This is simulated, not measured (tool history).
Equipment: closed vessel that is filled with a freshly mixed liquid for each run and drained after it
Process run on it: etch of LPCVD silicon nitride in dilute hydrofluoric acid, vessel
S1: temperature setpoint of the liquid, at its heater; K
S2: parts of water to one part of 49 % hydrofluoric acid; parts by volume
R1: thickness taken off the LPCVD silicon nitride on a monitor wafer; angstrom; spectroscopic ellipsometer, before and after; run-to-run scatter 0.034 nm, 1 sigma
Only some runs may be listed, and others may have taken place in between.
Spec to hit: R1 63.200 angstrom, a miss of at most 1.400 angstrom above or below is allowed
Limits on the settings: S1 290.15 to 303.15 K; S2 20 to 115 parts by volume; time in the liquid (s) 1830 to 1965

{"run": 1, "hour": 0.0, "S1": 295.15, "S2": 65, "time in the liquid (s)": 1830, "R1": 122.71}
{"run": 2, "hour": 8.9, "S1": 294.15, "S2": 70, "time in the liquid (s)": 1830, "R1": 106.56}
{"run": 3, "hour": 10.9, "S1": 293.65, "S2": 75, "time in the liquid (s)": 1830, "R1": 95.06}
{"run": 4, "hour": 11.4, "S1": 293.65, "S2": 85, "time in the liquid (s)": 1830, "R1": 84.88}
{"run": 5, "hour": 12.6, "S1": 293.65, "S2": 95, "time in the liquid (s)": 1830, "R1": 76.547}
{"run": 6, "hour": 18.1, "S1": 295.15, "S2": 95, "time in the liquid (s)": 1830, "R1": 84.385}
{"run": 7, "hour": 22.4, "S1": 294.65, "S2": 95, "time in the liquid (s)": 1830, "R1": 81.388}
{"run": 8, "hour": 30.1, "S1": 294.15, "S2": 95, "time in the liquid (s)": 1830, "R1": 79.116}
{"run": 9, "hour": 31.7, "S1": 293.65, "S2": 95, "time in the liquid (s)": 1830, "R1": 76.697}
{"run": 10, "hour": 34.7, "S1": 293.15, "S2": 95, "time in the liquid (s)": 1830, "R1": 73.686}
{"run": 11, "hour": 39.2, "S1": 292.65, "S2": 95, "time in the liquid (s)": 1830, "R1": 71.345}

Consider the 4 candidate settings below. Which is the only one whose results all fall within their allowed miss of target?
{"run": "A", "hour": 43.7, "S1": 295.65, "S2": 100, "time in the liquid (s)": 1840, "R1": "?"}
{"run": "B", "hour": 43.7, "S1": 295.15, "S2": 100, "time in the liquid (s)": 1830, "R1": "?"}
{"run": "C", "hour": 43.7, "S1": 292.15, "S2": 90, "time in the liquid (s)": 1940, "R1": "?"}
{"run": "D", "hour": 43.7, "S1": 291.15, "S2": 100, "time in the liquid (s)": 1880, "R1": "?"}

move=A R1=83.870
move=B R1=80.672
move=C R1=77.318
move=D R1=63.119
A: its largest miss is bigger than the last run's
B: its largest miss is bigger than the last run's
C: its largest miss is bigger than the last run's
D: every result within its allowed miss
The right move is D.
